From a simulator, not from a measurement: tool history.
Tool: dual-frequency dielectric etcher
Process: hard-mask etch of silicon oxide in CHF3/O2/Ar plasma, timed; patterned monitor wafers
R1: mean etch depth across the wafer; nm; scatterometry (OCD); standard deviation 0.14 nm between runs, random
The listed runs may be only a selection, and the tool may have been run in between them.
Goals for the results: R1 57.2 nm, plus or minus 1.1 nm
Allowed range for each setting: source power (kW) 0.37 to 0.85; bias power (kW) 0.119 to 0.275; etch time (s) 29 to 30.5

Run 1, hour 0: source power (kW) 0.61, bias power (kW) 0.197, etch time (s) 29. Result: R1 63.479 nm.
Run 2, hour 7: source power (kW) 0.57, bias power (kW) 0.194, etch time (s) 29. Result: R1 62.103 nm.
Run 3, hour 14.2: source power (kW) 0.57, bias power (kW) 0.224, etch time (s) 29. Result: R1 66.357 nm.
Run 4, hour 17.1: source power (kW) 0.52, bias power (kW) 0.215, etch time (s) 29. Result: R1 63.584 nm.
Run 5, hour 18.7: source power (kW) 0.52, bias power (kW) 0.215, etch time (s) 30.5. Result: R1 67.11 nm.
Run 6, hour 25.3: source power (kW) 0.52, bias power (kW) 0.231, etch time (s) 30.5. Result: R1 69.41 nm.
Run 7, hour 31.3: source power (kW) 0.4, bias power (kW) 0.192, etch time (s) 30. Result: R1 59.063 nm.
Run 8, hour 34.9: source power (kW) 0.4, bias power (kW) 0.192, etch time (s) 30. Result: R1 58.938 nm.

Next run, 4 choices. One meets every target within its allowed miss, the rest don't. Which?
Run A, hour 38.5: source power (kW) 0.38, bias power (kW) 0.176, etch time (s) 30.5. Result: R1 ?.
Run B, hour 38.5: source power (kW) 0.38, bias power (kW) 0.205, etch time (s) 29.5. Result: R1 ?.
Run C, hour 38.5: source power (kW) 0.53, bias power (kW) 0.206, etch time (s) 29. Result: R1 ?.
Run D, hour 38.5: source power (kW) 0.41, bias power (kW) 0.208, etch time (s) 29.5. Result: R1 ?.

move      R1
   A  57.043
   B  59.432
   C  62.813
   D  60.757
A: all results in spec
B: further off than the last run
C: further off than the last run
D: further off than the last run
Correct choice: A, which meets every target
